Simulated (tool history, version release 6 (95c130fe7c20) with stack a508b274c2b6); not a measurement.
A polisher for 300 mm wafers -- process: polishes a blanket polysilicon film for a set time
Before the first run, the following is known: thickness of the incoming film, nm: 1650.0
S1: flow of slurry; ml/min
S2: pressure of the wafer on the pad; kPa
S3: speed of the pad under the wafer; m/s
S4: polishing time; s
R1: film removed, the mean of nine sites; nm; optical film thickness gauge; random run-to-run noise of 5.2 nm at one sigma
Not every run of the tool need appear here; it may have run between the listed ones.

run,hour,S1,S2,S3,S4,R1
1,0.0,190,24.1,1.24,27,345.76
2,0.9,195,26.9,1.24,27,382.98
3,8.0,195,26.9,1.02,27,318.21
4,8.5,195,26.9,0.82,27,259.84
5,14.3,200,29.6,0.90,27,309.59
6,21.5,200,29.6,1.02,27,345.69
7,29.0,200,31.7,1.06,27,384.44

Estimate the outcome of run 8 from the log above:
# hour 31.5: head pressure recalibrated
8,31.5,200,31.7,1.06,27,?

Run 8 gave R1 350.45 nm.
